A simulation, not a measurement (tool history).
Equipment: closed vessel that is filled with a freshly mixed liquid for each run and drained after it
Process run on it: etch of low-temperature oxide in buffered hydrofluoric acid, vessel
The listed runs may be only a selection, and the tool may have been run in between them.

run	hour	temperature setpoint of the liquid (C)	parts of 40 % ammonium fluoride to one part of 49 % hydrofluoric acid (parts by volume)	time in the liquid (s)	thickness taken off the low-temperature oxide on a monitor wafer (Å)
1	0.0	23.0	15.0	85	3570.2
2	0.9	23.0	19.0	85	2820.0
3	4.4	23.0	17.5	85	3076.9
4	7.2	23.0	17.5	90	3257.8
5	9.4	23.0	17.5	85	3064.2
6	12.4	23.0	15.0	85	3587.7

Estimate the outcome of run 7 from the log above:
7	18.8	22.5	15.0	85	?

thickness taken off the low-temperature oxide on a monitor wafer (Å): 3448.4
